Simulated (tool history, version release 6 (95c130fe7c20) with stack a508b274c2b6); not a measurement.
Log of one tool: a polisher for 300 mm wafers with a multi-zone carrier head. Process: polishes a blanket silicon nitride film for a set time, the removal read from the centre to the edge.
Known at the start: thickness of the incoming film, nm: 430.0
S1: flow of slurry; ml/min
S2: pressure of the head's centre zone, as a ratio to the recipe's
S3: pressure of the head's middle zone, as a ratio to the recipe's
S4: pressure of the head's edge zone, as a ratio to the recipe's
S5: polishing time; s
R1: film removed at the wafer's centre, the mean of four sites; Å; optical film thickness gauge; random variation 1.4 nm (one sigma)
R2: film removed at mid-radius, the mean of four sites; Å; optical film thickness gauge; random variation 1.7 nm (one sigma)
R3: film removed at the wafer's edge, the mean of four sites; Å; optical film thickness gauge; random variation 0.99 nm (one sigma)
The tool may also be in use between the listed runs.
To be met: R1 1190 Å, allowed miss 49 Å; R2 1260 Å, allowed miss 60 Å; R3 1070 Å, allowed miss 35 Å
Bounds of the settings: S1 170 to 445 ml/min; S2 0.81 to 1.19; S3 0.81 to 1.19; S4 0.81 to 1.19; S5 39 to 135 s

run 1 hour=0 | S1=285 S2=1 S3=1 S4=1 S5=87 | R1=1424.6 R2=1419 R3=1364.5
run 2 hour=7.3 | S1=285 S2=1 S3=1.01 S4=0.97 S5=84 | R1=1367.1 R2=1390.9 R3=1348
run 3 hour=11.5 | S1=290 S2=1.02 S3=1.04 S4=0.97 S5=79 | R1=1324.9 R2=1343.5 R3=1257.8
run 4 hour=16.5 | S1=290 S2=1.1 S3=1.04 S4=0.97 S5=79 | R1=1402.7 R2=1379.2 R3=1245
run 5 hour=24.3 | S1=290 S2=1.1 S3=1.05 S4=0.96 S5=77 | R1=1378 R2=1342.2 R3=1217.6
run 6 hour=30.6 | S1=290 S2=1.1 S3=1.07 S4=0.95 S5=75 | R1=1363.6 R2=1342.9 R3=1159.3
run 7 hour=31.9 | S1=285 S2=1.08 S3=1.07 S4=0.94 S5=74 | R1=1289.9 R2=1320.2 R3=1147.5
run 8 hour=35.3 | S1=280 S2=1.08 S3=1.07 S4=0.93 S5=73 | R1=1277.1 R2=1286.2 R3=1122.8

5 next moves are on the table. One of them brings every result within its allowed miss. Which?
run A hour=38.7 | S1=295 S2=1.05 S3=1.07 S4=0.91 S5=77 | R1=? R2=? R3=?
run B hour=38.7 | S1=320 S2=1.18 S3=1.03 S4=0.84 S5=76 | R1=? R2=? R3=?
run C hour=38.7 | S1=230 S2=1.07 S3=1.13 S4=0.92 S5=70 | R1=? R2=? R3=?
run D hour=38.7 | S1=230 S2=0.91 S3=1.09 S4=0.99 S5=76 | R1=? R2=? R3=?
run E hour=38.7 | S1=290 S2=1.15 S3=1.07 S4=0.93 S5=71 | R1=? R2=? R3=?

move=A R1=1288.5 R2=1365.8 R3=1186.3
move=B R1=1443.3 R2=1315.3 R3=1142.6
move=C R1=1153.4 R2=1260.8 R3=1056.9
move=D R1=1063.4 R2=1328.2 R3=1183.3
move=E R1=1299.3 R2=1256.3 R3=1101.9
A: further off than the last run
B: further off than the last run
C: meets every target
D: takes the result that was furthest off past its target
E: further off than the last run
The right move is C.

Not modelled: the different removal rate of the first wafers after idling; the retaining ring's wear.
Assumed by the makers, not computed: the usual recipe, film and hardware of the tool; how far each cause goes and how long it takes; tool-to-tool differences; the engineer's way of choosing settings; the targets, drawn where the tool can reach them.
